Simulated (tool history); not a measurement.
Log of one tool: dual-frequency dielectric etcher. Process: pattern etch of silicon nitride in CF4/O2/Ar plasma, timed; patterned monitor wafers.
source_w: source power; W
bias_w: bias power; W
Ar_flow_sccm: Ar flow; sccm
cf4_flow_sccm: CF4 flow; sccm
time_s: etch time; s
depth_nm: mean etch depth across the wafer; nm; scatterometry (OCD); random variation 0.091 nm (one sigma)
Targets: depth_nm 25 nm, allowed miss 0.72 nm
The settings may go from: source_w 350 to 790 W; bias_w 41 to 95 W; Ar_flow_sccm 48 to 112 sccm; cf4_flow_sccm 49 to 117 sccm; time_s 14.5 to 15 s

{"run": 1, "hour": 0.0, "source_w": 570, "bias_w": 68, "Ar_flow_sccm": 80, "cf4_flow_sccm": 83, "time_s": 14.5, "depth_nm": 32.714}
{"run": 2, "hour": 5.1, "source_w": 570, "bias_w": 68, "Ar_flow_sccm": 80, "cf4_flow_sccm": 83, "time_s": 14.5, "depth_nm": 32.721}
{"run": 3, "hour": 13.3, "source_w": 530, "bias_w": 67, "Ar_flow_sccm": 80, "cf4_flow_sccm": 83, "time_s": 14.5, "depth_nm": 31.038}
{"run": 4, "hour": 14.6, "source_w": 500, "bias_w": 66, "Ar_flow_sccm": 80, "cf4_flow_sccm": 83, "time_s": 14.5, "depth_nm": 29.385}
{"run": 5, "hour": 23.4, "source_w": 500, "bias_w": 56, "Ar_flow_sccm": 80, "cf4_flow_sccm": 83, "time_s": 14.5, "depth_nm": 27.577}
{"run": 6, "hour": 24.9, "source_w": 500, "bias_w": 56, "Ar_flow_sccm": 88, "cf4_flow_sccm": 83, "time_s": 14.5, "depth_nm": 27.403}
{"run": 7, "hour": 29.6, "source_w": 490, "bias_w": 56, "Ar_flow_sccm": 88, "cf4_flow_sccm": 83, "time_s": 14.5, "depth_nm": 27.059}
{"run": 8, "hour": 31.3, "source_w": 480, "bias_w": 56, "Ar_flow_sccm": 88, "cf4_flow_sccm": 83, "time_s": 14.5, "depth_nm": 26.47}
{"run": 9, "hour": 33.8, "source_w": 470, "bias_w": 56, "Ar_flow_sccm": 88, "cf4_flow_sccm": 83, "time_s": 14.5, "depth_nm": 26.156}

5 next moves are on the table. One of them brings every result within its allowed miss. Which?
{"run": "A", "hour": 36.3, "source_w": 490, "bias_w": 47, "Ar_flow_sccm": 92, "cf4_flow_sccm": 82, "time_s": 14.5, "depth_nm": "?"}
{"run": "B", "hour": 36.3, "source_w": 550, "bias_w": 42, "Ar_flow_sccm": 100, "cf4_flow_sccm": 83, "time_s": 15, "depth_nm": "?"}
{"run": "C", "hour": 36.3, "source_w": 470, "bias_w": 57, "Ar_flow_sccm": 85, "cf4_flow_sccm": 72, "time_s": 15, "depth_nm": "?"}
{"run": "D", "hour": 36.3, "source_w": 420, "bias_w": 54, "Ar_flow_sccm": 86, "cf4_flow_sccm": 77, "time_s": 14.5, "depth_nm": "?"}
{"run": "E", "hour": 36.3, "source_w": 490, "bias_w": 60, "Ar_flow_sccm": 89, "cf4_flow_sccm": 73, "time_s": 14.5, "depth_nm": "?"}

move=A depth_nm=24.937
move=B depth_nm=26.769
move=C depth_nm=26.598
move=D depth_nm=23.421
move=E depth_nm=27.057
A: meets every target
B: further off than the last run
C: further off than the last run
D: takes the result that was furthest off past its target
E: further off than the last run
Answer: A
